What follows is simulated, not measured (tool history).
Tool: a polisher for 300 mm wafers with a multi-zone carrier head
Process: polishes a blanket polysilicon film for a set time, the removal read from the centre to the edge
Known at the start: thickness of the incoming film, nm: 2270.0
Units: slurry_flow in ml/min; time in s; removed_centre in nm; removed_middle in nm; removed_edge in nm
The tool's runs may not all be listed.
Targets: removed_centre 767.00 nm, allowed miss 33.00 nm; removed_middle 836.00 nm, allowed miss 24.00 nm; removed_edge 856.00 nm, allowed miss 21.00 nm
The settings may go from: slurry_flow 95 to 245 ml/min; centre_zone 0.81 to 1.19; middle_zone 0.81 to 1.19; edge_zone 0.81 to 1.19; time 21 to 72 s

{"run": 1, "day": 0.0, "slurry_flow": 155, "centre_zone": 1.0, "middle_zone": 1.0, "edge_zone": 1.0, "time": 46, "removed_centre": 565.75, "removed_middle": 570.95, "removed_edge": 578.91}
{"run": 2, "day": 0.292, "slurry_flow": 160, "centre_zone": 1.0, "middle_zone": 1.01, "edge_zone": 1.02, "time": 48, "removed_centre": 602.83, "removed_middle": 597.71, "removed_edge": 610.2}
{"run": 3, "day": 0.579, "slurry_flow": 160, "centre_zone": 0.94, "middle_zone": 1.01, "edge_zone": 1.02, "time": 48, "removed_centre": 564.14, "removed_middle": 597.09, "removed_edge": 603.57}
{"run": 4, "day": 0.912, "slurry_flow": 160, "centre_zone": 0.94, "middle_zone": 1.02, "edge_zone": 1.04, "time": 50, "removed_centre": 574.12, "removed_middle": 617.95, "removed_edge": 633.18}
{"run": 5, "day": 1.117, "slurry_flow": 185, "centre_zone": 0.94, "middle_zone": 1.02, "edge_zone": 1.04, "time": 50, "removed_centre": 596.98, "removed_middle": 638.05, "removed_edge": 653.83}
{"run": 6, "day": 1.221, "slurry_flow": 190, "centre_zone": 0.95, "middle_zone": 1.03, "edge_zone": 1.06, "time": 51, "removed_centre": 619.32, "removed_middle": 668.63, "removed_edge": 667.14}
{"run": 7, "day": 1.429, "slurry_flow": 190, "centre_zone": 0.95, "middle_zone": 1.03, "edge_zone": 1.07, "time": 53, "removed_centre": 633.89, "removed_middle": 684.46, "removed_edge": 704.59}
{"run": 8, "day": 1.75, "slurry_flow": 195, "centre_zone": 0.96, "middle_zone": 1.04, "edge_zone": 1.08, "time": 54, "removed_centre": 667.96, "removed_middle": 714.96, "removed_edge": 716.52}

Which of these 5 next moves meets every target?
{"run": "A", "day": 2.071, "slurry_flow": 205, "centre_zone": 0.82, "middle_zone": 1.19, "edge_zone": 1.04, "time": 60, "removed_centre": "?", "removed_middle": "?", "removed_edge": "?"}
{"run": "B", "day": 2.071, "slurry_flow": 170, "centre_zone": 0.91, "middle_zone": 1.16, "edge_zone": 0.99, "time": 64, "removed_centre": "?", "removed_middle": "?", "removed_edge": "?"}
{"run": "C", "day": 2.071, "slurry_flow": 165, "centre_zone": 0.9, "middle_zone": 1.06, "edge_zone": 1.03, "time": 64, "removed_centre": "?", "removed_middle": "?", "removed_edge": "?"}
{"run": "D", "day": 2.071, "slurry_flow": 160, "centre_zone": 0.9, "middle_zone": 1.18, "edge_zone": 1.01, "time": 64, "removed_centre": "?", "removed_middle": "?", "removed_edge": "?"}
{"run": "E", "day": 2.071, "slurry_flow": 175, "centre_zone": 0.91, "middle_zone": 0.98, "edge_zone": 1.0, "time": 67, "removed_centre": "?", "removed_middle": "?", "removed_edge": "?"}

move=A removed_centre=633.38 removed_middle=877.38 removed_edge=793.73
move=B removed_centre=725.01 removed_middle=890.11 removed_edge=808.53
move=C removed_centre=712.12 removed_middle=828.07 removed_edge=821.87
move=D removed_centre=707.92 removed_middle=891.43 removed_edge=809.49
move=E removed_centre=762.60 removed_middle=827.79 removed_edge=855.51
A: nearer than the last run, and not there yet
B: nearer than the last run, and not there yet
C: nearer than the last run, and not there yet
D: nearer than the last run, and not there yet
E: meets every target
The right move is E.

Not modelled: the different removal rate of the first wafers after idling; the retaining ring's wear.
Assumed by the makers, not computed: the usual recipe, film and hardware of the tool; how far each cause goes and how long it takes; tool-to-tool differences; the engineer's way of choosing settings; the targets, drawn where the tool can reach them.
